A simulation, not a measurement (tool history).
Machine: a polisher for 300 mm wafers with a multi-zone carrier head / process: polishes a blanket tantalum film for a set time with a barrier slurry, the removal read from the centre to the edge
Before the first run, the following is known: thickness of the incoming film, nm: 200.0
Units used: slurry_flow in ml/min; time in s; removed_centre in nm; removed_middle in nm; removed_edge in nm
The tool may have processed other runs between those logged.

run,hour,slurry_flow,centre_zone,middle_zone,edge_zone,slurry_solids,time,removed_centre,removed_middle,removed_edge
1,0,245,1,1,1,1,36,56.282,57.78,57.587
2,2.8,245,1,1,0.94,1,36,58.303,58.01,55.804
3,3.9,245,1,1,0.9,1,36,57.183,57.95,54.01
4,7.2,250,1,1.02,0.93,1.05,36,60.322,59.592,57.158
5,15.6,255,0.99,1.05,0.94,1.05,36,59.476,61.271,56.242
6,16.4,255,0.99,0.98,0.94,1.05,36,60.134,58.301,57.945
7,21.7,265,0.98,1,0.96,1.05,36,59.852,59.592,57.604
8,23.9,270,0.97,1.02,0.99,1.1,36,59.455,61.38,59.527
9,31.1,275,0.97,1.03,1.01,1.1,36,59.079,61.591,60.288
10,35.7,280,0.97,1.05,1.02,1.1,36,58.497,63.01,59.872
11,40.6,285,0.97,1.06,1.03,1.15,36,60.269,63.967,62.12
12,48.5,290,0.97,1.07,1.04,1.15,36,60.825,65.23,61.914
13,56.2,295,0.97,1.08,1.05,1.15,36,60.064,65.753,62.239
14,62.4,300,0.97,1.09,1.06,1.15,36,60.107,66.029,61.477
15,68.3,300,0.97,1.09,1.07,1.15,36,61.241,66.921,62.573
16,70.1,305,0.97,1.09,1.08,1.15,36,61.387,66.338,62.97
17,74.5,310,0.97,1.1,1.09,1.15,36,61.507,66.612,63.537

Run 18, settings as shown, results not yet in. Your forecast:
18,82.4,315,0.97,1.11,1.1,1.15,36,?,?,?

{"run 18": {"removed_centre": 59.365, "removed_middle": 68.039, "removed_edge": 64.056}}
